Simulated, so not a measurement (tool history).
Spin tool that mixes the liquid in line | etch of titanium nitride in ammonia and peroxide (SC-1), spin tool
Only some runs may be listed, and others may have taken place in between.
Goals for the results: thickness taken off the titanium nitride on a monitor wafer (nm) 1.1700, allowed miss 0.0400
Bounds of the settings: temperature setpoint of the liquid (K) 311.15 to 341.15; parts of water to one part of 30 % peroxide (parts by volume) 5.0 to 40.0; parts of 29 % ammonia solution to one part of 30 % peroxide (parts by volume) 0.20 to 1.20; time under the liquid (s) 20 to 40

| run | day | temperature setpoint of the liquid (K) | parts of water to one part of 30 % peroxide (parts by volume) | parts of 29 % ammonia solution to one part of 30 % peroxide (parts by volume) | time under the liquid (s) | thickness taken off the titanium nitride on a monitor wafer (nm) |
|---|---|---|---|---|---|---|
| 1 | 0.000 | 325.15 | 22.5 | 0.90 | 40 | 1.6319 |
| 2 | 0.362 | 324.65 | 22.5 | 0.90 | 40 | 1.6042 |
| 3 | 0.567 | 324.15 | 22.5 | 0.90 | 40 | 1.5187 |
| 4 | 0.846 | 323.65 | 22.5 | 0.90 | 40 | 1.4656 |
| 5 | 1.146 | 328.15 | 22.5 | 0.90 | 40 | 2.0000 |
| 6 | 1.296 | 327.15 | 22.5 | 0.90 | 40 | 1.8344 |
| 7 | 1.454 | 326.15 | 22.5 | 0.90 | 40 | 1.7788 |
| 8 | 1.733 | 325.15 | 22.5 | 0.90 | 40 | 1.6378 |
| 9 | 1.854 | 319.65 | 22.5 | 0.90 | 40 | 1.0964 |

Pick the move, out of 4, that brings all results within their allowed miss; only one does.
| A | 1.975 | 319.65 | 23.5 | 0.75 | 40 | ? |
| B | 1.975 | 317.65 | 18.0 | 0.85 | 40 | ? |
| C | 1.975 | 318.15 | 18.0 | 0.70 | 40 | ? |
| D | 1.975 | 319.65 | 18.0 | 0.60 | 40 | ? |

| move | thickness taken off the titanium nitride on a monitor wafer (nm) |
|---|---|
| A | 1.0343 |
| B | 1.0617 |
| C | 1.0635 |
| D | 1.1515 |
A: further off than the last run
B: further off than the last run
C: further off than the last run
D: every result within its allowed miss
D is the move that brings every result within its allowed miss.

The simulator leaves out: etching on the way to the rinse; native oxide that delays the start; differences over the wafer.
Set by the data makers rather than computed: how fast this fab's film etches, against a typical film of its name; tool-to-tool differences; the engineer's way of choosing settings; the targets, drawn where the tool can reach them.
